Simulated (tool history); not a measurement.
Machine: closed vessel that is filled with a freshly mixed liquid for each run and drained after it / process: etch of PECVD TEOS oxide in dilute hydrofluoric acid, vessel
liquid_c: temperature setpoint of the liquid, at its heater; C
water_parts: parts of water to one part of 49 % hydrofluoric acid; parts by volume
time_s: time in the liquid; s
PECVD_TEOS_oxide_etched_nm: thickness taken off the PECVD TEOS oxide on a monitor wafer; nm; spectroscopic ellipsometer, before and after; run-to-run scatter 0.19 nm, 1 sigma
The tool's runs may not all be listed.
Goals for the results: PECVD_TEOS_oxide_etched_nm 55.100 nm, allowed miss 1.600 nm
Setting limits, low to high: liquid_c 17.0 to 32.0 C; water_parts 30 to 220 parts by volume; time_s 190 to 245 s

run 1 hour=0.0 | liquid_c=24.0 water_parts=125 time_s=245 | PECVD_TEOS_oxide_etched_nm=22.419
run 2 hour=8.0 | liquid_c=24.0 water_parts=100 time_s=245 | PECVD_TEOS_oxide_etched_nm=28.902
run 3 hour=13.2 | liquid_c=22.0 water_parts=100 time_s=245 | PECVD_TEOS_oxide_etched_nm=26.689
run 4 hour=14.6 | liquid_c=23.5 water_parts=95 time_s=245 | PECVD_TEOS_oxide_etched_nm=30.039
run 5 hour=20.9 | liquid_c=23.5 water_parts=95 time_s=245 | PECVD_TEOS_oxide_etched_nm=29.908
run 6 hour=25.8 | liquid_c=23.5 water_parts=80 time_s=245 | PECVD_TEOS_oxide_etched_nm=36.525
run 7 hour=27.3 | liquid_c=25.0 water_parts=80 time_s=245 | PECVD_TEOS_oxide_etched_nm=38.596
run 8 hour=32.1 | liquid_c=26.0 water_parts=80 time_s=245 | PECVD_TEOS_oxide_etched_nm=40.294
run 9 hour=40.4 | liquid_c=27.0 water_parts=80 time_s=245 | PECVD_TEOS_oxide_etched_nm=41.656
run 10 hour=44.5 | liquid_c=28.0 water_parts=80 time_s=245 | PECVD_TEOS_oxide_etched_nm=43.647
run 11 hour=48.1 | liquid_c=28.5 water_parts=80 time_s=245 | PECVD_TEOS_oxide_etched_nm=44.541
run 12 hour=54.0 | liquid_c=29.0 water_parts=80 time_s=245 | PECVD_TEOS_oxide_etched_nm=45.034
run 13 hour=55.0 | liquid_c=29.5 water_parts=80 time_s=245 | PECVD_TEOS_oxide_etched_nm=45.971
run 14 hour=59.7 | liquid_c=30.0 water_parts=80 time_s=245 | PECVD_TEOS_oxide_etched_nm=46.730
run 15 hour=67.4 | liquid_c=30.5 water_parts=80 time_s=245 | PECVD_TEOS_oxide_etched_nm=47.867
run 16 hour=70.1 | liquid_c=30.5 water_parts=80 time_s=245 | PECVD_TEOS_oxide_etched_nm=47.852
run 17 hour=79.1 | liquid_c=30.5 water_parts=80 time_s=245 | PECVD_TEOS_oxide_etched_nm=47.612
run 18 hour=85.7 | liquid_c=31.5 water_parts=75 time_s=245 | PECVD_TEOS_oxide_etched_nm=53.685

Exercise: of the 4 proposed moves below, exactly one satisfies all targets within the stated allowed misses. Which move is it?
run A hour=92.3 | liquid_c=30.5 water_parts=70 time_s=245 | PECVD_TEOS_oxide_etched_nm=?
run B hour=92.3 | liquid_c=32.0 water_parts=80 time_s=245 | PECVD_TEOS_oxide_etched_nm=?
run C hour=92.3 | liquid_c=28.5 water_parts=70 time_s=245 | PECVD_TEOS_oxide_etched_nm=?
run D hour=92.3 | liquid_c=30.0 water_parts=60 time_s=190 | PECVD_TEOS_oxide_etched_nm=?

move=A PECVD_TEOS_oxide_etched_nm=55.455
move=B PECVD_TEOS_oxide_etched_nm=50.589
move=C PECVD_TEOS_oxide_etched_nm=51.327
move=D PECVD_TEOS_oxide_etched_nm=49.962
A: all results in spec
B: moves away from the targets compared with the last run
C: moves away from the targets compared with the last run
D: moves away from the targets compared with the last run
Correct choice: A, which meets every target
